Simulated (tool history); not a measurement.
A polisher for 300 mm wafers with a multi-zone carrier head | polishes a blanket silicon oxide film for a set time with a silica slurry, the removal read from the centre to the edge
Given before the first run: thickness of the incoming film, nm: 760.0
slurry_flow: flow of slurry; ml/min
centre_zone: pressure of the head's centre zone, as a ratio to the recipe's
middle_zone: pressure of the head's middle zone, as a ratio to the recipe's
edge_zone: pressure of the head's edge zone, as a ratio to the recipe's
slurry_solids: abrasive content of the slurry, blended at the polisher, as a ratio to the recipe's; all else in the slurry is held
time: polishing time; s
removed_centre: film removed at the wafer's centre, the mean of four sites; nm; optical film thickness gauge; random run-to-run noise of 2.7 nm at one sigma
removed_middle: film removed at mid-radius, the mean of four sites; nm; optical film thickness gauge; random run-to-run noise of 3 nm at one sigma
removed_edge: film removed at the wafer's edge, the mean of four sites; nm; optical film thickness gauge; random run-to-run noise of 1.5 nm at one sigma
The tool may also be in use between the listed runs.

run	hour	slurry_flow	centre_zone	middle_zone	edge_zone	slurry_solids	time	removed_centre	removed_middle	removed_edge
1	0.0	255	1.00	1.00	1.00	1.00	52	231.63	237.79	236.87
2	1.3	250	0.99	1.01	0.98	1.00	52	227.18	234.15	237.28
3	5.6	250	0.99	0.97	0.98	1.00	52	233.31	227.03	234.57
4	7.1	255	0.99	0.99	0.96	0.95	52	225.97	225.30	223.62
5	8.7	255	0.99	0.99	0.96	1.10	52	239.48	241.23	243.16
6	12.5	255	0.98	1.00	0.94	1.05	52	233.66	240.01	237.39
7	19.7	255	0.98	1.01	0.92	1.00	52	230.01	236.40	228.59

Run 8 is up next; what results do you expect?
8	27.9	255	0.97	1.02	0.90	1.00	52	?	?	?

Run 8 came out at removed_centre 225.74 nm, removed_middle 237.60 nm, removed_edge 224.31 nm.
